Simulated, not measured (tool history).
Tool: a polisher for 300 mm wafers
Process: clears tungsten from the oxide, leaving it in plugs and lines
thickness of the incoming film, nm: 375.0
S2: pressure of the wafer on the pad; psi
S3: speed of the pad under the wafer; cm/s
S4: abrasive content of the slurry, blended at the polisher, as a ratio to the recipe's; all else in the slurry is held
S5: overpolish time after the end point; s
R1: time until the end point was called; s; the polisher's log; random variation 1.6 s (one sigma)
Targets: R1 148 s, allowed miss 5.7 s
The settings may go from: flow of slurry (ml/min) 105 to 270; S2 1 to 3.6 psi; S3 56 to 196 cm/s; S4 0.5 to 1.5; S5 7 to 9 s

{"run": 1, "day": 0.0, "flow of slurry (ml/min)": 175, "S2": 2.3, "S3": 126, "S4": 1, "S5": 9, "R1": 87.541}
{"run": 2, "day": 0.233, "flow of slurry (ml/min)": 175, "S2": 2.3, "S3": 100, "S4": 1, "S5": 9, "R1": 106.11}
{"run": 3, "day": 0.462, "flow of slurry (ml/min)": 175, "S2": 2.3, "S3": 120, "S4": 1, "S5": 9, "R1": 90.076}
{"run": 4, "day": 0.521, "flow of slurry (ml/min)": 175, "S2": 2.8, "S3": 120, "S4": 1, "S5": 9, "R1": 78.123}
{"run": 5, "day": 0.85, "flow of slurry (ml/min)": 175, "S2": 2.5, "S3": 118, "S4": 1, "S5": 9, "R1": 85.853}
{"run": 6, "day": 0.933, "flow of slurry (ml/min)": 205, "S2": 2.5, "S3": 118, "S4": 1, "S5": 9, "R1": 85.179}
{"run": 7, "day": 1.267, "flow of slurry (ml/min)": 205, "S2": 1.9, "S3": 114, "S4": 1, "S5": 9, "R1": 108.01}
{"run": 8, "day": 1.471, "flow of slurry (ml/min)": 205, "S2": 1.7, "S3": 114, "S4": 1, "S5": 9, "R1": 114.62}
{"run": 9, "day": 1.767, "flow of slurry (ml/min)": 205, "S2": 1.6, "S3": 114, "S4": 1, "S5": 9, "R1": 121.19}
{"run": 10, "day": 1.912, "flow of slurry (ml/min)": 205, "S2": 1.5, "S3": 114, "S4": 1, "S5": 9, "R1": 126.35}
{"run": 11, "day": 2.058, "flow of slurry (ml/min)": 205, "S2": 1.4, "S3": 114, "S4": 1, "S5": 9, "R1": 132.38}

Which of these 5 next moves meets every target?
{"run": "A", "day": 2.204, "flow of slurry (ml/min)": 205, "S2": 1, "S3": 122, "S4": 1.1, "S5": 9, "R1": "?"}
{"run": "B", "day": 2.204, "flow of slurry (ml/min)": 210, "S2": 1.1, "S3": 106, "S4": 1.05, "S5": 9, "R1": "?"}
{"run": "C", "day": 2.204, "flow of slurry (ml/min)": 180, "S2": 1.6, "S3": 84, "S4": 1.05, "S5": 7, "R1": "?"}
{"run": "D", "day": 2.204, "flow of slurry (ml/min)": 230, "S2": 1.7, "S3": 106, "S4": 1.15, "S5": 7, "R1": "?"}
{"run": "E", "day": 2.204, "flow of slurry (ml/min)": 190, "S2": 1.6, "S3": 110, "S4": 0.8, "S5": 9, "R1": "?"}

move=A R1=149.96
move=B R1=163.76
move=C R1=164.48
move=D R1=119.27
move=E R1=134.52
A: meets every target
B: takes the result that was furthest off past its target
C: takes the result that was furthest off past its target
D: further off than the last run
E: nearer than the last run, and not there yet
Answer: A
